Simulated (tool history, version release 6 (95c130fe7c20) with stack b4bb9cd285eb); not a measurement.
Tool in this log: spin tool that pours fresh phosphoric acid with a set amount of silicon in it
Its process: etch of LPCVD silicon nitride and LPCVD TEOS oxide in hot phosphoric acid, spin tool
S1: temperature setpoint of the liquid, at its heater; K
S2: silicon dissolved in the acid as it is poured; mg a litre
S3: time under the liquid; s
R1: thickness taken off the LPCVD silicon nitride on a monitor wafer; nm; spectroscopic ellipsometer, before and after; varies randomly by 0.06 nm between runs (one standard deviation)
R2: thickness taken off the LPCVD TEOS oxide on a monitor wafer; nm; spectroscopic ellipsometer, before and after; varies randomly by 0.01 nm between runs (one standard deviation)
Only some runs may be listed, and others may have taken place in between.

| run | day | S1 | S2 | S3 | R1 | R2 |
|---|---|---|---|---|---|---|
| 1 | 0.000 | 433.15 | 29.0 | 180 | 13.992 | 0.38954 |
| 2 | 0.358 | 431.15 | 29.0 | 180 | 13.122 | 0.33173 |
| 3 | 0.425 | 430.65 | 33.0 | 180 | 12.903 | 0.25121 |
| 4 | 0.662 | 432.65 | 33.0 | 180 | 13.846 | 0.33962 |
| 5 | 0.762 | 433.65 | 33.0 | 180 | 14.363 | 0.34366 |
| 6 | 0.888 | 433.65 | 33.0 | 145 | 11.478 | 0.26789 |
| 7 | 1.129 | 433.65 | 36.5 | 145 | 11.621 | 0.19796 |
| 8 | 1.392 | 434.15 | 38.5 | 145 | 11.745 | 0.22427 |
| 9 | 1.571 | 434.15 | 41.0 | 145 | 11.656 | 0.19030 |

Estimate the outcome of run 10 from the log above:
| 10 | 1.846 | 434.15 | 43.0 | 145 | ? | ? |

For run 10 the tool returned R1 11.761 nm, R2 0.15581 nm.
